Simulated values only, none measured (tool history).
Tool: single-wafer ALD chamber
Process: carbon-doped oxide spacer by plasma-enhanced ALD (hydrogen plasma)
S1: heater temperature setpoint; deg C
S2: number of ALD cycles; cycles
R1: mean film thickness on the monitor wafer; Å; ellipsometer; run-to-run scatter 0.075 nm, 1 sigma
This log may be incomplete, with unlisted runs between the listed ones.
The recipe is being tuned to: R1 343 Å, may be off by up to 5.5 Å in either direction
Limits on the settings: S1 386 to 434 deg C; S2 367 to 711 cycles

run,hour,S1,S2,R1
1,0,410,539,276.53
2,4.8,408,549,282.9
3,7.7,403,549,288.55
4,15.3,403,519,272.01
5,21.9,402,531,279.8
6,25.1,402,490,256.45
7,32.6,401,504,265.08
8,37.5,400,517,274.69
9,45.7,399,527,279.72
10,48.8,398,537,285.68
11,57.5,388,623,333.73
12,61.6,388,625,333.35
13,66,388,627,335.95
# hour 74.4: thermocouple changed; heater temperature recalibrated
14,74.4,388,627,336.97

Exactly one of the 4 candidate moves below puts every result within its allowed miss. Which one?
A,82.8,388,638,?
B,82.8,392,610,?
C,82.8,389,670,?
D,82.8,400,621,?

move,R1
A,341.47
B,326.49
C,358.6
D,331.18
A: each result inside its tolerance
B: lands further from the targets than the last run did
C: takes the result that was furthest off past its target
D: lands further from the targets than the last run did
The move that meets every target is A.
